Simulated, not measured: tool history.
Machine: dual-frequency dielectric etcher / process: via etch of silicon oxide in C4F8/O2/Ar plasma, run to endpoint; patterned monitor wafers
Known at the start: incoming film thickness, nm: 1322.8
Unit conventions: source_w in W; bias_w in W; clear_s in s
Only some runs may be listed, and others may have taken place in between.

run,day,source_w,bias_w,clear_s
1,0.000,1460,2077,297.16
2,0.371,1460,2261,283.77
3,0.633,1490,2268,281.63
4,0.688,1520,2274,280.24
5,0.975,1300,2274,294.90
6,1.288,1170,2274,299.69
7,1.383,1240,2300,293.59
8,1.662,1300,2320,288.45
9,1.912,1350,2334,285.70
10,2.150,1390,2347,282.05
11,2.362,1430,2357,280.87
12,2.588,1460,2369,278.66
13,2.808,1490,2379,274.64

What does the tool deliver on the next run?
14,3.021,1510,2384,?

clear_s: 275.39 s

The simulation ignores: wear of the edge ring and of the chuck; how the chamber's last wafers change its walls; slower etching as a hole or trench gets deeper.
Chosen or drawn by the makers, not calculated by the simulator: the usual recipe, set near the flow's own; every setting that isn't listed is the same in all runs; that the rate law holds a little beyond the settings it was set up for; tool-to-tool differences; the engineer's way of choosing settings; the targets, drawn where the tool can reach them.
